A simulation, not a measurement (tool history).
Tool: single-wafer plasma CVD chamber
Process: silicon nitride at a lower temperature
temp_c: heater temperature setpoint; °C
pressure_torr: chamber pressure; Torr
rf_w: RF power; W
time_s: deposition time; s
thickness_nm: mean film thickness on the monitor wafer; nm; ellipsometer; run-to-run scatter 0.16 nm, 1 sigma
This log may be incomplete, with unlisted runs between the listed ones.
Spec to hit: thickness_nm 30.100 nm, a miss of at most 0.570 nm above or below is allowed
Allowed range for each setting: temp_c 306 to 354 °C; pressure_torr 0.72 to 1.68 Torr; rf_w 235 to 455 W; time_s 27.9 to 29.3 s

| run | hour | temp_c | pressure_torr | rf_w | time_s | thickness_nm |
|---|---|---|---|---|---|---|
| 1 | 0.0 | 330 | 1.20 | 345 | 29.3 | 34.682 |
| 2 | 6.3 | 330 | 1.03 | 345 | 29.3 | 33.372 |
| 3 | 7.6 | 330 | 0.99 | 340 | 29.3 | 32.920 |
| 4 | 10.9 | 330 | 0.99 | 340 | 27.9 | 31.230 |
| 5 | 16.6 | 330 | 0.97 | 340 | 27.9 | 31.184 |
| 6 | 19.1 | 330 | 0.97 | 340 | 27.9 | 30.975 |
| 7 | 25.7 | 330 | 0.96 | 340 | 27.9 | 31.157 |
| 8 | 33.7 | 330 | 0.94 | 340 | 27.9 | 31.041 |

Below are 5 possible settings for the next run. Only one of them brings all results inside the allowed miss of their targets. Which is it?
| A | 41.7 | 334 | 0.89 | 335 | 28.9 | ? |
| B | 41.7 | 332 | 0.94 | 355 | 27.9 | ? |
| C | 41.7 | 335 | 0.89 | 320 | 28.6 | ? |
| D | 41.7 | 336 | 0.96 | 360 | 27.9 | ? |
| E | 41.7 | 326 | 0.81 | 400 | 27.9 | ? |

| move | thickness_nm |
|---|---|
| A | 30.991 |
| B | 31.506 |
| C | 29.858 |
| D | 31.907 |
| E | 32.181 |
A: closes in on the targets versus the last run, not all within tolerance yet
B: the biggest miss grows against the last run
C: in spec on every target
D: the biggest miss grows against the last run
E: the biggest miss grows against the last run
Go with C: it meets all targets.
